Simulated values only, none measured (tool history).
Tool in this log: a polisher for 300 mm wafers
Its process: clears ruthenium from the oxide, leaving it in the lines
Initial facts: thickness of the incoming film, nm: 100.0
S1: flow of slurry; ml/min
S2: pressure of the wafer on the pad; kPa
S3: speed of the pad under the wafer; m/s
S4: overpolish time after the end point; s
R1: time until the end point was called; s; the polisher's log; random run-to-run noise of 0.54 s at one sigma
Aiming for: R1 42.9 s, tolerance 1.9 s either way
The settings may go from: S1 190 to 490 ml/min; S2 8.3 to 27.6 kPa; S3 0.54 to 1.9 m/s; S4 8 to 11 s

run 1 hour=0 | S1=315 S2=17.9 S3=1.22 S4=11 | R1=56.336
run 2 hour=2.7 | S1=245 S2=17.9 S3=1.22 S4=11 | R1=57.443
run 3 hour=11.7 | S1=245 S2=18.6 S3=1.22 S4=11 | R1=55.924
run 4 hour=15.6 | S1=275 S2=18.6 S3=1.22 S4=11 | R1=55.043
run 5 hour=18.2 | S1=275 S2=18.6 S3=1.02 S4=11 | R1=63.861
run 6 hour=21.2 | S1=275 S2=18.6 S3=0.88 S4=11 | R1=67.743
run 7 hour=26.8 | S1=275 S2=20 S3=0.9 S4=11 | R1=64.243
run 8 hour=34.9 | S1=275 S2=21.4 S3=0.92 S4=11 | R1=58.085
run 9 hour=43.9 | S1=275 S2=22.1 S3=0.92 S4=11 | R1=56.309
run 10 hour=49 | S1=275 S2=22.8 S3=0.92 S4=11 | R1=53.996
run 11 hour=55.3 | S1=275 S2=23.4 S3=0.92 S4=11 | R1=53.631
run 12 hour=60.3 | S1=275 S2=24.1 S3=0.94 S4=11 | R1=51.659
run 13 hour=62.8 | S1=275 S2=24.8 S3=0.96 S4=11 | R1=48.946
run 14 hour=67.1 | S1=275 S2=25.5 S3=0.96 S4=11 | R1=47.568

Below are 5 possible settings for the next run. Only one of them brings all results inside the allowed miss of their targets. Which is it?
run A hour=71.4 | S1=285 S2=22.8 S3=1.04 S4=11 | R1=?
run B hour=71.4 | S1=310 S2=27.6 S3=0.78 S4=11 | R1=?
run C hour=71.4 | S1=285 S2=24.8 S3=1.14 S4=11 | R1=?
run D hour=71.4 | S1=275 S2=26.2 S3=0.88 S4=11 | R1=?
run E hour=71.4 | S1=300 S2=20 S3=1.12 S4=11 | R1=?

move=A R1=50.176
move=B R1=50.186
move=C R1=43.143
move=D R1=49.214
move=E R1=53.739
A: moves away from the targets compared with the last run
B: moves away from the targets compared with the last run
C: each result inside its tolerance
D: moves away from the targets compared with the last run
E: moves away from the targets compared with the last run
The move that meets every target is C.

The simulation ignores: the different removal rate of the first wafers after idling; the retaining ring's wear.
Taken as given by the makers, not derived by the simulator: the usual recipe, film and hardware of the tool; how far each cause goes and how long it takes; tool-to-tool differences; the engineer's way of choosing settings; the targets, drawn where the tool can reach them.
